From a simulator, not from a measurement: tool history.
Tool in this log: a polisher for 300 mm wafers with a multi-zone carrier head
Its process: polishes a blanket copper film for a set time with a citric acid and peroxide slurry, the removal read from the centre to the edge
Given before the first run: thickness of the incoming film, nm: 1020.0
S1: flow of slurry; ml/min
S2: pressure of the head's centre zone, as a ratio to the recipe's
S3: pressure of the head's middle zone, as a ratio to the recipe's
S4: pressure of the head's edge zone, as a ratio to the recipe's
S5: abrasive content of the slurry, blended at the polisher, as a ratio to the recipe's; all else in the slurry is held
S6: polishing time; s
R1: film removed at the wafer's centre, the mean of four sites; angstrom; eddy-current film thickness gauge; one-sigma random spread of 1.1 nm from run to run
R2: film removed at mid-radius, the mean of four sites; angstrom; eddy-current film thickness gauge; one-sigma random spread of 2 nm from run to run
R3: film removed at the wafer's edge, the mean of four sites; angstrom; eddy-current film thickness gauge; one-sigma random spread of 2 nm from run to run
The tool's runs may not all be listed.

run	day	S1	S2	S3	S4	S5	S6	R1	R2	R3
1	0.000	145	1.00	1.00	1.00	1.00	87	2464.8	2461.5	2388.3
2	0.175	145	1.00	1.08	1.00	1.00	87	2434.6	2627.5	2317.2
3	0.392	140	0.98	1.09	0.96	0.85	80	2099.3	2333.3	2022.0
4	0.675	135	0.97	1.10	0.93	0.75	75	1848.2	2082.6	1773.3
5	0.796	135	1.02	1.10	0.93	0.75	75	1941.6	2091.8	1715.3
6	1.050	135	1.02	1.10	0.97	0.75	75	1960.7	2094.4	1839.5
7	1.229	125	0.99	1.10	0.93	0.70	74	1802.0	1956.5	1656.7
8	1.488	115	0.96	1.11	0.91	0.70	74	1697.4	1954.4	1650.2
9	1.754	110	0.95	1.12	0.88	0.65	74	1627.3	1845.2	1573.8

Run 10 is up next; what results do you expect?
10	2.046	110	0.95	1.12	0.88	0.65	74	?	?	?

Run 10 came out at R1 1609.1 angstrom, R2 1886.5 angstrom, R3 1586.3 angstrom.
